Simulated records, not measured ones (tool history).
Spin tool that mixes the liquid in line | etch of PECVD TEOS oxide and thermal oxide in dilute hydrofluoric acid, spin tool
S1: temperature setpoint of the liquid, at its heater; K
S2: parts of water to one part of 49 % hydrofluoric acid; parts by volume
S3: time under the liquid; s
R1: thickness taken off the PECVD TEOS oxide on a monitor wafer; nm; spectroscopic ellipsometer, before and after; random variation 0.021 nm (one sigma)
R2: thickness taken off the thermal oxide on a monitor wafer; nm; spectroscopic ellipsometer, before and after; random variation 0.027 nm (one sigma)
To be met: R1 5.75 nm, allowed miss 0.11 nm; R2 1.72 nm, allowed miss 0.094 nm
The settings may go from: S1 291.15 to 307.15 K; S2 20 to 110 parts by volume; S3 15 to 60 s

run  hour      S1  S2  S3      R1      R2
  1     0  299.15  60  30  8.3945  2.4532
  2   6.8  297.15  60  30  7.6874  2.3727
  3  12.7  297.15  60  25  6.4541  1.9319
  4  20.8  299.15  60  25  6.9703  2.1286
  5  24.2  302.15  60  25  7.8825  2.3684
  6  32.6  300.65  60  25  7.3611  2.2084
  7  37.7  299.15  60  25  6.9922  2.0534
  8    43  298.15  60  25  6.7249  1.9736
  9  44.2  297.15  60  25  6.3926  1.8796
 10  45.7  296.65  60  25  6.3076  1.8475
 11  47.8  296.15  60  25  6.1813  1.8577
 12  48.4  295.65  60  25  6.0471  1.8261
 13  52.4  295.15  60  25   5.979  1.7764

5 next moves are on the table. One of them brings every result within its allowed miss. Which?
  A  56.4  295.65   80  35   ?   ?
  B  56.4  294.15  110  55   ?   ?
  C  56.4  291.65   95  50   ?   ?
  D  56.4  292.15   65  30   ?   ?
  E  56.4  299.15   55  20   ?   ?

move      R1      R2
   A  6.2023   1.875
   B   6.439  1.9466
   C  6.2184  1.8799
   D  5.7589   1.741
   E  6.1371  1.8553
A: further off than the last run
B: further off than the last run
C: further off than the last run
D: meets every target
E: further off than the last run
Move D is the one to make.

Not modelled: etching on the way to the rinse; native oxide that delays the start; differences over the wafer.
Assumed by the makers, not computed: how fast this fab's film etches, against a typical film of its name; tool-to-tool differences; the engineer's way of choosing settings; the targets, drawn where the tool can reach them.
